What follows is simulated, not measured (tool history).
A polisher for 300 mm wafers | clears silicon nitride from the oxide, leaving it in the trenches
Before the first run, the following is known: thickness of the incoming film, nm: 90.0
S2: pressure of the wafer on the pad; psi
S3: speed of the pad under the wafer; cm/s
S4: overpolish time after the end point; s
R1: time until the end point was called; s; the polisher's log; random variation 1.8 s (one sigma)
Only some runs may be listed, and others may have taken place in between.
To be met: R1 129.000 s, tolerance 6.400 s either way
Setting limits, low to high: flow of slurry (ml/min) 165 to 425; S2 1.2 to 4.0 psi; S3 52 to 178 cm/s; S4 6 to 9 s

run 1 hour=0.0 | flow_of_slurry_(ml/min)=275 S2=2.6 S3=114 S4=9 | R1=85.624
run 2 hour=1.7 | flow_of_slurry_(ml/min)=275 S2=2.3 S3=112 S4=9 | R1=98.902
run 3 hour=10.4 | flow_of_slurry_(ml/min)=275 S2=2.1 S3=112 S4=9 | R1=109.650
run 4 hour=17.9 | flow_of_slurry_(ml/min)=340 S2=2.1 S3=112 S4=9 | R1=105.340
run 5 hour=19.4 | flow_of_slurry_(ml/min)=340 S2=2.1 S3=112 S4=6 | R1=108.330
-- hour=21.4 worn pad replaced by a new one
run 6 hour=21.4 | flow_of_slurry_(ml/min)=340 S2=2.1 S3=138 S4=6 | R1=80.184
run 7 hour=22.0 | flow_of_slurry_(ml/min)=340 S2=1.8 S3=134 S4=6 | R1=98.167
run 8 hour=29.8 | flow_of_slurry_(ml/min)=340 S2=1.6 S3=134 S4=6 | R1=109.580

Which one of the following 5 next-run settings gets every result inside its allowed miss? There is exactly one.
run A hour=37.6 | flow_of_slurry_(ml/min)=285 S2=1.8 S3=112 S4=6 | R1=?
run B hour=37.6 | flow_of_slurry_(ml/min)=315 S2=2.0 S3=130 S4=9 | R1=?
run C hour=37.6 | flow_of_slurry_(ml/min)=375 S2=1.7 S3=148 S4=6 | R1=?
run D hour=37.6 | flow_of_slurry_(ml/min)=350 S2=1.5 S3=122 S4=8 | R1=?
run E hour=37.6 | flow_of_slurry_(ml/min)=320 S2=1.6 S3=136 S4=9 | R1=?

move=A R1=119.980
move=B R1=92.914
move=C R1=94.290
move=D R1=128.920
move=E R1=109.930
A: nearer the targets than the last run, but a result is still out of spec
B: lands further from the targets than the last run did
C: lands further from the targets than the last run did
D: every result lands within tolerance
E: about as far from the targets as the last run
The right move is D.

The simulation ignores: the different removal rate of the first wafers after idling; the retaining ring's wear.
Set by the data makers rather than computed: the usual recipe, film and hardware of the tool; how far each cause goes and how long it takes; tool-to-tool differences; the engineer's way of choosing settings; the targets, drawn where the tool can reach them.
